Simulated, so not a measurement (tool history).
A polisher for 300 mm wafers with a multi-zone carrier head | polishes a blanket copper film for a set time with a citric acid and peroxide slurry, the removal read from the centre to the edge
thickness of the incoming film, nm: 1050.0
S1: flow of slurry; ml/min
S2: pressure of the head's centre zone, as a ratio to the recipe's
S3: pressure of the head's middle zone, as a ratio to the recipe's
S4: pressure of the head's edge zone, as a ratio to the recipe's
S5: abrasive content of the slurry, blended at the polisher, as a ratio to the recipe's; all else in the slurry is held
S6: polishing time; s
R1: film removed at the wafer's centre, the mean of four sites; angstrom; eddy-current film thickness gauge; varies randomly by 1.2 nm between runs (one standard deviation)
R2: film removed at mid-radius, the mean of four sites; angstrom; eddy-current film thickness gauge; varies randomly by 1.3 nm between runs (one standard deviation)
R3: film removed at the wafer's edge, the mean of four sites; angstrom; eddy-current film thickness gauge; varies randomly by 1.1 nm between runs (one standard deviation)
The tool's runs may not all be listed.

run,hour,S1,S2,S3,S4,S5,S6,R1,R2,R3
1,0,190,1,1,1,1,83,1791,1839.8,1831.8
2,2.4,210,1,1,1,1,83,1841.8,1900.1,1834.3
3,4,215,0.98,0.99,0.98,0.9,78,1619.8,1739.3,1674.9
4,11.8,220,0.98,0.97,0.96,0.8,74,1551.9,1559.2,1571.4
5,16,220,0.98,1,0.96,0.8,74,1538,1593.3,1565.9
6,19.2,220,0.98,1,0.96,0.7,74,1479.8,1545.4,1480.9
7,26.9,210,0.97,1,0.95,0.65,72,1387.5,1515.4,1442.8
8,27.7,210,0.97,1,0.94,0.6,69,1327,1414.5,1344.4
9,30.9,200,0.96,0.99,0.92,0.6,68,1293.5,1328.9,1326.8
10,35.6,195,0.96,1,0.9,0.6,67,1259,1323.3,1285.4
11,36.8,185,0.96,1.01,0.88,0.6,67,1238.2,1336.5,1251.3

Run 12 is up next; what results do you expect?
12,41.1,175,0.96,1.01,0.87,0.6,67,?,?,?

{"run 12": {"R1": 1232, "R2": 1308.7, "R3": 1255.6}}
